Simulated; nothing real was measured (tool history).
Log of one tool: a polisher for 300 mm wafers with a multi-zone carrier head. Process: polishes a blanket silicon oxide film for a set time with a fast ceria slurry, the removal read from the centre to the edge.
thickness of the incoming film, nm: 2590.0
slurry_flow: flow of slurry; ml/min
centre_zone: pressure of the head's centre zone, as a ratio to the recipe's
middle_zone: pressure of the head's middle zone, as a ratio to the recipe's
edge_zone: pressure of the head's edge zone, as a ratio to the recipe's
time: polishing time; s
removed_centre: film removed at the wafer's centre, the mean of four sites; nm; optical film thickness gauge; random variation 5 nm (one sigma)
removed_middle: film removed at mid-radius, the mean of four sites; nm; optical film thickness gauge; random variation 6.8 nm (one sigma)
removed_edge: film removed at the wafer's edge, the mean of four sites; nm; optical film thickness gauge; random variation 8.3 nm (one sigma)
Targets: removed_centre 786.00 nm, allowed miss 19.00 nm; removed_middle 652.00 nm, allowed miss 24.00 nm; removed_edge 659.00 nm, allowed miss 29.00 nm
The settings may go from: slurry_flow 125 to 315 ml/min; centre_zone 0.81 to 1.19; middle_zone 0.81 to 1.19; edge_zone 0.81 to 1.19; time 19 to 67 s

run  hour  slurry_flow  centre_zone  middle_zone  edge_zone  time  removed_centre  removed_middle  removed_edge
  1   0.0          205         1.00         1.00       1.00    43          577.16          563.37        568.19
  2   7.0          205         1.00         1.00       1.03    43          568.59          574.75        586.09
  3   9.8          205         1.00         1.00       1.03    33          438.00          433.10        442.07
  4  10.8          205         1.00         1.00       1.09    33          443.20          437.24        462.80
  5  16.4          205         1.00         1.00       1.01    33          440.40          437.79        435.32
  6  21.2          205         0.92         1.00       1.01    33          405.09          433.93        450.04
  7  29.5          210         0.95         1.00       1.02    34          434.13          446.29        459.07
  8  32.7          220         0.97         1.00       1.03    35          462.09          463.17        487.10
  9  37.6          230         0.99         1.01       1.03    36          479.49          499.14        491.68
 10  43.8          235         1.01         1.00       1.04    37          507.48          506.13        498.60
 11  51.9          235         1.01         1.00       1.04    37          507.75          495.32        503.43
 12  52.6          240         1.03         1.00       1.05    38          537.12          509.39        523.73
 13  55.6          245         1.05         1.00       1.06    39          563.43          526.83        552.52
 14  63.7          250         1.07         1.00       1.06    40          588.59          544.30        545.03
 15  69.0          255         1.08         1.00       1.07    41          611.61          554.75        581.70
 16  71.1          260         1.09         1.00       1.07    41          620.91          559.69        584.89
 17  71.7          265         1.10         1.00       1.07    41          634.21          555.29        583.84
 18  75.2          270         1.11         1.01       1.07    41          636.98          576.47        582.68

5 next moves are on the table. One of them brings every result within its allowed miss. Which?
  A  78.7          270         1.07         0.82       1.19    49               ?               ?             ?
  B  78.7          295         1.18         1.01       1.04    47               ?               ?             ?
  C  78.7          280         1.01         1.19       1.06    38               ?               ?             ?
  D  78.7          270         1.03         0.90       1.17    51               ?               ?             ?
  E  78.7          240         1.11         0.89       1.16    52               ?               ?             ?

move  removed_centre  removed_middle  removed_edge
   A          734.67          602.80        709.90
   B          786.56          651.78        639.47
   C          540.89          576.58        518.90
   D          736.14          658.47        731.85
   E          796.61          657.73        735.01
A: nearer than the last run, and not there yet
B: meets every target
C: further off than the last run
D: nearer than the last run, and not there yet
E: brings the result that was furthest off to its target, and leaves another outside
The right move is B.

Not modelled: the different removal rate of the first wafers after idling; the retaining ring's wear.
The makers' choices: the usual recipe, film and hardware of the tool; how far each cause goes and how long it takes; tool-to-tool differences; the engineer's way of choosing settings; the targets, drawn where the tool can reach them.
